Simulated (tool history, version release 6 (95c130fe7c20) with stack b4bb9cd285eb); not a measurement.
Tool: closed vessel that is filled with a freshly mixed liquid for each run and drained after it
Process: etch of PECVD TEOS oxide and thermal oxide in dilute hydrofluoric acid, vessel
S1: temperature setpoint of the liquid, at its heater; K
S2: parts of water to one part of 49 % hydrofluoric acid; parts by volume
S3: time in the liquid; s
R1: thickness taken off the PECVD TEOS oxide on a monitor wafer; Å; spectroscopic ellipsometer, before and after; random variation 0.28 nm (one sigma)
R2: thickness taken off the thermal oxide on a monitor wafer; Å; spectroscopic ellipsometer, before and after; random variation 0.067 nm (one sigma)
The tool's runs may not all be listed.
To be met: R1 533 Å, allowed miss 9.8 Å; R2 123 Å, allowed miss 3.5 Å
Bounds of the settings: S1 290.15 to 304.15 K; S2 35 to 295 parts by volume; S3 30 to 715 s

run 1 hour=0 | S1=296.15 S2=165 S3=365 | R1=447.61 R2=102.72
run 2 hour=1 | S1=297.15 S2=165 S3=365 | R1=463.67 R2=106.21
run 3 hour=4.8 | S1=297.15 S2=140 S3=365 | R1=563.93 R2=128.65
run 4 hour=7.4 | S1=299.65 S2=140 S3=365 | R1=623.03 R2=142.45
run 5 hour=13.9 | S1=299.15 S2=140 S3=365 | R1=607.7 R2=139.8
run 6 hour=16.4 | S1=298.65 S2=140 S3=365 | R1=592.98 R2=136.67
run 7 hour=24.7 | S1=298.15 S2=140 S3=365 | R1=584.87 R2=134.42
run 8 hour=28.8 | S1=297.65 S2=140 S3=365 | R1=564.74 R2=132.93
run 9 hour=30.9 | S1=297.15 S2=145 S3=370 | R1=543.14 R2=127.13

5 next moves are on the table. One of them brings every result within its allowed miss. Which?
run A hour=33 | S1=295.65 S2=145 S3=400 | R1=? R2=?
run B hour=33 | S1=296.15 S2=145 S3=390 | R1=? R2=?
run C hour=33 | S1=295.65 S2=135 S3=355 | R1=? R2=?
run D hour=33 | S1=300.15 S2=160 S3=380 | R1=? R2=?
run E hour=33 | S1=295.15 S2=150 S3=430 | R1=? R2=?

move=A R1=556.9 R2=128.72
move=B R1=553.73 R2=127.99
move=C R1=536.35 R2=123.97
move=D R1=560.53 R2=129.56
move=E R1=564.57 R2=130.5
A: further off than the last run
B: further off than the last run
C: meets every target
D: further off than the last run
E: further off than the last run
Answer: C
